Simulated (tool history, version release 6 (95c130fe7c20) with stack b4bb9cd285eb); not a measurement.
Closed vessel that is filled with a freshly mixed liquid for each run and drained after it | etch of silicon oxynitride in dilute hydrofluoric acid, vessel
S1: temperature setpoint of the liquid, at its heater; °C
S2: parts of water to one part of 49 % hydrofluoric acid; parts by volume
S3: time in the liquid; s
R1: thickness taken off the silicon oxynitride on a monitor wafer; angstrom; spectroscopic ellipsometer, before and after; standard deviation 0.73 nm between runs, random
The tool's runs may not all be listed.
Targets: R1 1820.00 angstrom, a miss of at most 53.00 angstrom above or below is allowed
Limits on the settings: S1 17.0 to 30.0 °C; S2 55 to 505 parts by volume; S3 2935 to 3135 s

| run | hour | S1 | S2 | S3 | R1 |
|---|---|---|---|---|---|
| 1 | 0.0 | 22.0 | 280 | 2935 | 442.65 |
| 2 | 1.4 | 22.0 | 280 | 2935 | 443.32 |
| 3 | 5.3 | 22.0 | 280 | 2935 | 444.37 |
| 4 | 8.9 | 24.5 | 210 | 2995 | 705.91 |
| 5 | 15.2 | 26.0 | 160 | 3005 | 1036.00 |
| 6 | 21.3 | 23.5 | 160 | 3005 | 931.23 |
| 7 | 29.9 | 25.5 | 135 | 3005 | 1221.50 |
| 8 | 31.6 | 27.0 | 125 | 3005 | 1432.70 |
| 9 | 34.5 | 28.0 | 125 | 3005 | 1503.60 |

Exercise: of the 4 proposed moves below, exactly one satisfies all targets within the stated allowed misses. Which move is it?
| A | 37.4 | 28.0 | 100 | 3100 | ? |
| B | 37.4 | 28.5 | 110 | 3085 | ? |
| C | 37.4 | 30.0 | 110 | 3135 | ? |
| D | 37.4 | 30.0 | 150 | 2935 | ? |

| move | R1 |
|---|---|
| A | 1974.40 |
| B | 1809.80 |
| C | 1967.00 |
| D | 1298.40 |
A: takes the biggest miss from the last run beyond its target
B: in spec on every target
C: takes the biggest miss from the last run beyond its target
D: moves away from the targets compared with the last run
Move B is the one to make.
